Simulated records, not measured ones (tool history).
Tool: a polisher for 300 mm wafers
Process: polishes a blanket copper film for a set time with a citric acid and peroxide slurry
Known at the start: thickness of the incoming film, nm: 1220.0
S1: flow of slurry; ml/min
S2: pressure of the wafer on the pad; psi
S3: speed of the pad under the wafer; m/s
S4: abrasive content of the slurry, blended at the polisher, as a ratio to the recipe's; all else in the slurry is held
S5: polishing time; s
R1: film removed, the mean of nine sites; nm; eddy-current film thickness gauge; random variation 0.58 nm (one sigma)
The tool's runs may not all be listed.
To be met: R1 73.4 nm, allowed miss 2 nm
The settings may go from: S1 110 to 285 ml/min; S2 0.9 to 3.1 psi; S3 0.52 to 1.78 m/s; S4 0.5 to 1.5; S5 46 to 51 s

Run 1, hour 0: S1 180 ml/min, S2 2 psi, S3 1.14 m/s, S4 1, S5 51 s. Result: R1 104.08 nm.
Run 2, hour 6.1: S1 135 ml/min, S2 2 psi, S3 1.14 m/s, S4 1, S5 51 s. Result: R1 98.178 nm.
Run 3, hour 12.3: S1 135 ml/min, S2 2.4 psi, S3 1.14 m/s, S4 1, S5 51 s. Result: R1 114.63 nm.
Run 4, hour 17.1: S1 130 ml/min, S2 2.2 psi, S3 1.14 m/s, S4 1, S5 51 s. Result: R1 107.24 nm.
Run 5, hour 24.5: S1 130 ml/min, S2 2 psi, S3 1.14 m/s, S4 1, S5 51 s. Result: R1 97.991 nm.
Run 6, hour 28.7: S1 130 ml/min, S2 1.9 psi, S3 1.14 m/s, S4 1, S5 51 s. Result: R1 91.575 nm.
Run 7, hour 30.1: S1 125 ml/min, S2 1.8 psi, S3 1.14 m/s, S4 1, S5 51 s. Result: R1 85.575 nm.
Run 8, hour 31.9: S1 120 ml/min, S2 1.7 psi, S3 1.14 m/s, S4 1, S5 51 s. Result: R1 81.262 nm.
Run 9, hour 38.6: S1 115 ml/min, S2 1.6 psi, S3 1.14 m/s, S4 1, S5 51 s. Result: R1 75.785 nm.

Which of these 4 next moves meets every target?
Run A, hour 45.3: S1 135 ml/min, S2 2 psi, S3 0.94 m/s, S4 1, S5 50 s. Result: R1 ?.
Run B, hour 45.3: S1 160 ml/min, S2 1.4 psi, S3 1.26 m/s, S4 1.1, S5 50 s. Result: R1 ?.
Run C, hour 45.3: S1 110 ml/min, S2 1.6 psi, S3 1.26 m/s, S4 1.05, S5 47 s. Result: R1 ?.
Run D, hour 45.3: S1 170 ml/min, S2 1.8 psi, S3 0.88 m/s, S4 1.05, S5 51 s. Result: R1 ?.

move      R1
   A  79.662
   B   79.48
   C  77.033
   D  73.035
A: further off than the last run
B: further off than the last run
C: further off than the last run
D: meets every target
The right move is D.
